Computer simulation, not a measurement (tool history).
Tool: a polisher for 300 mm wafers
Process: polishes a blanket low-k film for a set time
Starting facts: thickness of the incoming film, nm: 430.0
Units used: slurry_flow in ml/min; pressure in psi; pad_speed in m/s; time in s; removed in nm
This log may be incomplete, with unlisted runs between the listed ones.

run,hour,slurry_flow,pressure,pad_speed,slurry_solids,time,removed
1,0.0,235,1.9,0.84,1.0,32,12.8620
2,0.8,235,1.5,0.84,1.0,32,10.3670
3,9.4,235,1.4,0.78,1.0,32,9.0405
4,13.5,235,1.4,0.78,1.0,32,9.1916
5,16.5,235,1.4,0.98,1.0,32,11.0220
6,25.5,235,1.3,0.90,1.0,32,9.6405
7,32.2,235,1.2,0.84,1.0,32,8.7110
8,38.8,235,1.1,0.80,1.0,32,7.5569
9,43.0,235,1.1,0.78,1.0,32,7.3250

Forecast run 10:
10,49.2,235,1.1,0.76,1.0,32,?

removed: 7.1885 nm

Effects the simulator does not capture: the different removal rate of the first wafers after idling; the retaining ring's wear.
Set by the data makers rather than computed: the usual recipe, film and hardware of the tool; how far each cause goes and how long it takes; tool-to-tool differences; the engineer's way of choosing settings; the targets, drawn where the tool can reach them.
